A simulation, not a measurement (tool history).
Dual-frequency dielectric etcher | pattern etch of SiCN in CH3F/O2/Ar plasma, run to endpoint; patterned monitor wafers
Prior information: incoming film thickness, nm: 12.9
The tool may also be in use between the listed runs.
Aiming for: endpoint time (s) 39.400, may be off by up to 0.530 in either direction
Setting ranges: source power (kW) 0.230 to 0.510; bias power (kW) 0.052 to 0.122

{"run": 1, "hour": 0.0, "source power (kW)": 0.37, "bias power (kW)": 0.087, "endpoint time (s)": 33.848}
{"run": 2, "hour": 6.1, "source power (kW)": 0.35, "bias power (kW)": 0.086, "endpoint time (s)": 34.865}
{"run": 3, "hour": 9.0, "source power (kW)": 0.39, "bias power (kW)": 0.086, "endpoint time (s)": 33.403}
{"run": 4, "hour": 17.1, "source power (kW)": 0.39, "bias power (kW)": 0.101, "endpoint time (s)": 31.505}
{"run": 5, "hour": 23.4, "source power (kW)": 0.37, "bias power (kW)": 0.098, "endpoint time (s)": 32.714}
{"run": 6, "hour": 26.6, "source power (kW)": 0.35, "bias power (kW)": 0.096, "endpoint time (s)": 33.526}
{"run": 7, "hour": 32.3, "source power (kW)": 0.33, "bias power (kW)": 0.094, "endpoint time (s)": 34.731}
{"run": 8, "hour": 36.0, "source power (kW)": 0.32, "bias power (kW)": 0.093, "endpoint time (s)": 35.223}
{"run": 9, "hour": 41.1, "source power (kW)": 0.31, "bias power (kW)": 0.092, "endpoint time (s)": 35.743}
{"run": 10, "hour": 46.3, "source power (kW)": 0.3, "bias power (kW)": 0.092, "endpoint time (s)": 36.156}
{"run": 11, "hour": 50.4, "source power (kW)": 0.29, "bias power (kW)": 0.092, "endpoint time (s)": 36.878}
{"run": 12, "hour": 52.1, "source power (kW)": 0.28, "bias power (kW)": 0.092, "endpoint time (s)": 37.47}
{"run": 13, "hour": 52.7, "source power (kW)": 0.27, "bias power (kW)": 0.092, "endpoint time (s)": 38.111}
{"run": 14, "hour": 60.6, "source power (kW)": 0.24, "bias power (kW)": 0.091, "endpoint time (s)": 40.276}

Which one of the following 5 next-run settings gets every result inside its allowed miss? There is exactly one.
{"run": "A", "hour": 68.5, "source power (kW)": 0.23, "bias power (kW)": 0.092, "endpoint time (s)": "?"}
{"run": "B", "hour": 68.5, "source power (kW)": 0.26, "bias power (kW)": 0.088, "endpoint time (s)": "?"}
{"run": "C", "hour": 68.5, "source power (kW)": 0.24, "bias power (kW)": 0.088, "endpoint time (s)": "?"}
{"run": "D", "hour": 68.5, "source power (kW)": 0.28, "bias power (kW)": 0.07, "endpoint time (s)": "?"}
{"run": "E", "hour": 68.5, "source power (kW)": 0.23, "bias power (kW)": 0.094, "endpoint time (s)": "?"}

move=A endpoint_time_(s)=40.926
move=B endpoint_time_(s)=39.317
move=C endpoint_time_(s)=40.750
move=D endpoint_time_(s)=40.943
move=E endpoint_time_(s)=40.627
A: its largest miss is bigger than the last run's
B: all results in spec
C: its largest miss is bigger than the last run's
D: its largest miss is bigger than the last run's
E: its largest miss is bigger than the last run's
Move B is the one to make.

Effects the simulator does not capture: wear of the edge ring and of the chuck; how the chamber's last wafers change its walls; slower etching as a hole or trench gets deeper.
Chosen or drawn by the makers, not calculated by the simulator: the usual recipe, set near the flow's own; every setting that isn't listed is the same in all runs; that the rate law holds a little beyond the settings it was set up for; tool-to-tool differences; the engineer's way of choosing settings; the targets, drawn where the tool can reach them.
